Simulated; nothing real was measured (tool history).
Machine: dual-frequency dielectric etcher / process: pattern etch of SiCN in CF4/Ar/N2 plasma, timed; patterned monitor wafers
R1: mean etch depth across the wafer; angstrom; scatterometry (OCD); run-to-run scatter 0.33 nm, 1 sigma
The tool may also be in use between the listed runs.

{"run": 1, "hour": 0.0, "source power (W)": 560, "bias power (W)": 50, "Ar flow (sccm)": 86, "CF4 flow (sccm)": 53, "etch time (s)": 72.0, "R1": 733.72}
{"run": 2, "hour": 6.8, "source power (W)": 560, "bias power (W)": 50, "Ar flow (sccm)": 86, "CF4 flow (sccm)": 53, "etch time (s)": 66.5, "R1": 676.76}
{"run": 3, "hour": 8.0, "source power (W)": 620, "bias power (W)": 50, "Ar flow (sccm)": 86, "CF4 flow (sccm)": 53, "etch time (s)": 66.5, "R1": 743.86}
{"run": 4, "hour": 12.8, "source power (W)": 620, "bias power (W)": 50, "Ar flow (sccm)": 86, "CF4 flow (sccm)": 48, "etch time (s)": 66.5, "R1": 739.27}
{"run": 5, "hour": 13.8, "source power (W)": 690, "bias power (W)": 50, "Ar flow (sccm)": 86, "CF4 flow (sccm)": 48, "etch time (s)": 66.5, "R1": 809.48}
{"run": 6, "hour": 17.5, "source power (W)": 710, "bias power (W)": 51, "Ar flow (sccm)": 85, "CF4 flow (sccm)": 48, "etch time (s)": 66.5, "R1": 834.56}
{"run": 7, "hour": 19.8, "source power (W)": 730, "bias power (W)": 53, "Ar flow (sccm)": 84, "CF4 flow (sccm)": 48, "etch time (s)": 66.5, "R1": 874.88}

What will run 8 give?
{"run": 8, "hour": 25.4, "source power (W)": 740, "bias power (W)": 54, "Ar flow (sccm)": 84, "CF4 flow (sccm)": 48, "etch time (s)": 66.5, "R1": "?"}

Run 8 measured R1 887.86 angstrom.
